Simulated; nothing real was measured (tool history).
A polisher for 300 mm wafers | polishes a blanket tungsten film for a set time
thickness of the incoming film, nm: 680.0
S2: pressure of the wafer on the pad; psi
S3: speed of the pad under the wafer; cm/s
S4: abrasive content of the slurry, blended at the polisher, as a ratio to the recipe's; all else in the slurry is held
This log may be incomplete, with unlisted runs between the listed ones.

run 1 day=0 | flow_of_slurry_(ml/min)=230 S2=3.5 S3=124 S4=1 polishing_time_(s)=52 | film_removed_(Å)=3099.9
run 2 day=0.158 | flow_of_slurry_(ml/min)=230 S2=3.7 S3=124 S4=1 polishing_time_(s)=52 | film_removed_(Å)=3298
run 3 day=0.483 | flow_of_slurry_(ml/min)=230 S2=3.7 S3=124 S4=1 polishing_time_(s)=54 | film_removed_(Å)=3368.7
run 4 day=0.504 | flow_of_slurry_(ml/min)=230 S2=3.7 S3=124 S4=1 polishing_time_(s)=54 | film_removed_(Å)=3325.2
run 5 day=0.758 | flow_of_slurry_(ml/min)=230 S2=3.7 S3=124 S4=1 polishing_time_(s)=54 | film_removed_(Å)=3395.4
run 6 day=0.796 | flow_of_slurry_(ml/min)=250 S2=3.7 S3=124 S4=1 polishing_time_(s)=54 | film_removed_(Å)=3351.3

For run 7, what comes out?
run 7 day=1.062 | flow_of_slurry_(ml/min)=250 S2=3.8 S3=124 S4=1 polishing_time_(s)=54 | film_removed_(Å)=?

{"run 7": {"film removed (Å)": 3459.3}}
